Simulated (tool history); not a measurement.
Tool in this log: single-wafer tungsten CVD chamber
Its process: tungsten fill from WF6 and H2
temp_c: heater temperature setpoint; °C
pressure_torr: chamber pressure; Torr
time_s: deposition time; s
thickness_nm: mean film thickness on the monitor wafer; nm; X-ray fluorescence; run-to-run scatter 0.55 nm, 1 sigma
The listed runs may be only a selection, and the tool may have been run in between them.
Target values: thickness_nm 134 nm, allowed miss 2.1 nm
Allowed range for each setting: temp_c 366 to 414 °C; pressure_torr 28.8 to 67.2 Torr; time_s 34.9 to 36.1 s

run  hour  temp_c  pressure_torr  time_s  thickness_nm
  1     0     390             48    34.9        103.36
  2   5.3     390             48    36.1        107.17
  3  11.7     397             48    36.1        124.53
  4  15.7     397             48    34.9        119.57
  5  16.6     398             48    34.9        122.87
  6  20.3     399             48    34.9         125.3
  7  24.1     400             48    34.9        127.66
  8  28.9     401             48    34.9        129.18

Which of these 4 next moves meets every target?
  A  33.7     400           56.8    35.4             ?
  B  33.7     405           46.4    34.9             ?
  C  33.7     400           53.1    36.1             ?
  D  33.7     400           50.3    36.1             ?

move  thickness_nm
   A         139.5
   B        140.33
   C        138.54
   D        135.59
A: the result that was furthest off in the last run now lies on the other side of its target
B: the result that was furthest off in the last run now lies on the other side of its target
C: the result that was furthest off in the last run now lies on the other side of its target
D: in spec on every target
Answer: D
